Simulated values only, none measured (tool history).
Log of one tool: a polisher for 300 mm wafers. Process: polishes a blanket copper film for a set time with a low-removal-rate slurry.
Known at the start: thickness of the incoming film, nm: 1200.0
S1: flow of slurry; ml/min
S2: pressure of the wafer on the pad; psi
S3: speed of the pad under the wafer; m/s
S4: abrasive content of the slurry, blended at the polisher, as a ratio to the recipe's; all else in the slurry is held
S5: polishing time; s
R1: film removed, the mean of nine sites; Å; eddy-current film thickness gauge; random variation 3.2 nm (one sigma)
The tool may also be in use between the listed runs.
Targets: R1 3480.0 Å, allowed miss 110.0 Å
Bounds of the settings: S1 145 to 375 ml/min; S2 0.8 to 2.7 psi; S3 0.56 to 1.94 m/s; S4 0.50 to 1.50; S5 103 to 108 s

{"run": 1, "day": 0.0, "S1": 240, "S2": 1.7, "S3": 1.24, "S4": 1.0, "S5": 103, "R1": 2472.9}
{"run": 2, "day": 0.129, "S1": 240, "S2": 1.8, "S3": 1.24, "S4": 1.0, "S5": 103, "R1": 2647.8}
{"run": 3, "day": 0.417, "S1": 190, "S2": 1.8, "S3": 1.24, "S4": 1.0, "S5": 103, "R1": 2574.8}
{"run": 4, "day": 0.479, "S1": 195, "S2": 1.9, "S3": 1.24, "S4": 1.0, "S5": 103, "R1": 2704.7}
{"run": 5, "day": 0.821, "S1": 170, "S2": 1.9, "S3": 1.24, "S4": 1.0, "S5": 103, "R1": 2657.0}
{"run": 6, "day": 0.921, "S1": 170, "S2": 1.5, "S3": 1.24, "S4": 1.0, "S5": 103, "R1": 2109.1}
{"run": 7, "day": 1.212, "S1": 180, "S2": 1.7, "S3": 1.24, "S4": 1.0, "S5": 103, "R1": 2396.8}
{"run": 8, "day": 1.483, "S1": 180, "S2": 1.7, "S3": 1.24, "S4": 1.0, "S5": 103, "R1": 2397.6}
{"run": 9, "day": 1.754, "S1": 190, "S2": 1.8, "S3": 1.24, "S4": 1.0, "S5": 103, "R1": 2529.2}
{"run": 10, "day": 2.025, "S1": 200, "S2": 1.9, "S3": 1.24, "S4": 1.0, "S5": 103, "R1": 2663.4}
{"run": 11, "day": 2.346, "S1": 205, "S2": 2.0, "S3": 1.24, "S4": 1.0, "S5": 103, "R1": 2793.6}
{"run": 12, "day": 2.583, "S1": 210, "S2": 2.1, "S3": 1.24, "S4": 1.0, "S5": 103, "R1": 2922.6}

Which of these 4 next moves meets every target?
{"run": "A", "day": 2.821, "S1": 185, "S2": 2.1, "S3": 1.02, "S4": 0.9, "S5": 104, "R1": "?"}
{"run": "B", "day": 2.821, "S1": 165, "S2": 2.7, "S3": 1.24, "S4": 1.35, "S5": 103, "R1": "?"}
{"run": "C", "day": 2.821, "S1": 175, "S2": 2.2, "S3": 1.0, "S4": 0.95, "S5": 103, "R1": "?"}
{"run": "D", "day": 2.821, "S1": 265, "S2": 2.2, "S3": 1.28, "S4": 0.95, "S5": 108, "R1": "?"}

move=A R1=2425.7
move=B R1=3836.2
move=C R1=2472.9
move=D R1=3393.9
A: further off than the last run
B: takes the result that was furthest off past its target
C: further off than the last run
D: meets every target
Move D is the one to make.
